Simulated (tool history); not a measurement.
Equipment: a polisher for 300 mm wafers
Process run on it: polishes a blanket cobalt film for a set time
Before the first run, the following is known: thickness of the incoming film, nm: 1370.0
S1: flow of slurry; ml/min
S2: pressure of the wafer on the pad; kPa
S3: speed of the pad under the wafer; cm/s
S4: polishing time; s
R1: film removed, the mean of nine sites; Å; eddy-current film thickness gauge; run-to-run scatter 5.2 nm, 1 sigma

Run 1, day 0: S1 200 ml/min, S2 15.2 kPa, S3 80 cm/s, S4 72 s. Result: R1 3805.1 Å.
Run 2, day 0.2: S1 200 ml/min, S2 13.1 kPa, S3 80 cm/s, S4 72 s. Result: R1 3374.7 Å.
Run 3, day 0.4: S1 200 ml/min, S2 13.1 kPa, S3 80 cm/s, S4 72 s. Result: R1 3322.7 Å.
Run 4, day 0.75: S1 205 ml/min, S2 15.2 kPa, S3 80 cm/s, S4 72 s. Result: R1 3803.9 Å.
Run 5, day 0.95: S1 205 ml/min, S2 17.2 kPa, S3 80 cm/s, S4 72 s. Result: R1 4165 Å.
Run 6, day 1.192: S1 205 ml/min, S2 17.2 kPa, S3 80 cm/s, S4 72 s. Result: R1 4231.3 Å.
Run 7, day 1.279: S1 205 ml/min, S2 18.6 kPa, S3 80 cm/s, S4 72 s. Result: R1 4472.9 Å.
Run 8, day 1.558: S1 210 ml/min, S2 20 kPa, S3 80 cm/s, S4 72 s. Result: R1 4719.8 Å.
Run 9, day 1.733: S1 210 ml/min, S2 21.4 kPa, S3 80 cm/s, S4 72 s. Result: R1 4947.4 Å.
Run 10, day 1.862: S1 210 ml/min, S2 22.1 kPa, S3 80 cm/s, S4 72 s. Result: R1 5080.1 Å.

Run 11 has not been measured yet. What should we expect?
Run 11, day 2.079: S1 210 ml/min, S2 22.8 kPa, S3 80 cm/s, S4 72 s. Result: R1 ?.

{"run 11": {"R1": 5198.3}}
